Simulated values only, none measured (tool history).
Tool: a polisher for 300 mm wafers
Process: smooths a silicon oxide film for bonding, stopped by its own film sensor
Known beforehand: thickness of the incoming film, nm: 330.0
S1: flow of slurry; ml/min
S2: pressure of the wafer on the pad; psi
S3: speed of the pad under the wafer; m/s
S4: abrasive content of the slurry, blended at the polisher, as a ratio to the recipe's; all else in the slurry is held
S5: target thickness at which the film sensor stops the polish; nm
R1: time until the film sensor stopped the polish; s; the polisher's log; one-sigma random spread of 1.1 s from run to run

Run 1, day 0.000: S1 155 ml/min, S2 2.5 psi, S3 0.92 m/s, S4 1.00, S5 223 nm. Result: R1 110.370 s.
Run 2, day 0.358: S1 155 ml/min, S2 2.5 psi, S3 0.92 m/s, S4 0.80, S5 223 nm. Result: R1 127.530 s.
Run 3, day 0.542: S1 155 ml/min, S2 2.5 psi, S3 0.92 m/s, S4 0.85, S5 223 nm. Result: R1 122.510 s.
Run 4, day 0.808: S1 155 ml/min, S2 2.8 psi, S3 0.92 m/s, S4 0.85, S5 223 nm. Result: R1 109.240 s.
Run 5, day 1.104: S1 160 ml/min, S2 2.9 psi, S3 0.92 m/s, S4 0.85, S5 223 nm. Result: R1 106.610 s.
Run 6, day 1.200: S1 160 ml/min, S2 2.9 psi, S3 0.70 m/s, S4 0.85, S5 223 nm. Result: R1 127.870 s.
Run 7, day 1.308: S1 160 ml/min, S2 3.1 psi, S3 0.70 m/s, S4 0.85, S5 223 nm. Result: R1 121.600 s.

Forecast run 8:
Run 8, day 1.558: S1 170 ml/min, S2 3.8 psi, S3 0.72 m/s, S4 0.85, S5 223 nm. Result: R1 ?.

R1: 97.099 s
